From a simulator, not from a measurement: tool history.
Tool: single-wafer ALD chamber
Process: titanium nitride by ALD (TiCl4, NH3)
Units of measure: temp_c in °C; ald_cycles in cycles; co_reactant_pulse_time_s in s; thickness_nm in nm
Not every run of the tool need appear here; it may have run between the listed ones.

{"run": 1, "hour": 0.0, "temp_c": 395, "ald_cycles": 26, "co_reactant_pulse_time_s": 2.16, "thickness_nm": 0.52857}
{"run": 2, "hour": 1.8, "temp_c": 406, "ald_cycles": 26, "co_reactant_pulse_time_s": 2.16, "thickness_nm": 0.53333}
{"run": 3, "hour": 2.7, "temp_c": 406, "ald_cycles": 26, "co_reactant_pulse_time_s": 2.16, "thickness_nm": 0.53544}
{"run": 4, "hour": 10.5, "temp_c": 414, "ald_cycles": 26, "co_reactant_pulse_time_s": 2.16, "thickness_nm": 0.53596}
{"run": 5, "hour": 13.6, "temp_c": 411, "ald_cycles": 26, "co_reactant_pulse_time_s": 1.99, "thickness_nm": 0.5351}
{"run": 6, "hour": 20.6, "temp_c": 411, "ald_cycles": 26, "co_reactant_pulse_time_s": 1.99, "thickness_nm": 0.53228}
{"run": 7, "hour": 24.0, "temp_c": 410, "ald_cycles": 26, "co_reactant_pulse_time_s": 1.84, "thickness_nm": 0.53089}
{"run": 8, "hour": 32.8, "temp_c": 408, "ald_cycles": 26, "co_reactant_pulse_time_s": 1.71, "thickness_nm": 0.5228}
{"run": 9, "hour": 38.0, "temp_c": 408, "ald_cycles": 26, "co_reactant_pulse_time_s": 1.65, "thickness_nm": 0.528}
{"run": 10, "hour": 44.5, "temp_c": 406, "ald_cycles": 26, "co_reactant_pulse_time_s": 1.54, "thickness_nm": 0.52111}
{"run": 11, "hour": 53.5, "temp_c": 406, "ald_cycles": 26, "co_reactant_pulse_time_s": 1.48, "thickness_nm": 0.52857}

Run 12 is up next; what results do you expect?
{"run": 12, "hour": 60.8, "temp_c": 394, "ald_cycles": 25, "co_reactant_pulse_time_s": 1.91, "thickness_nm": "?"}

Run 12 produced thickness_nm 0.50826 nm.
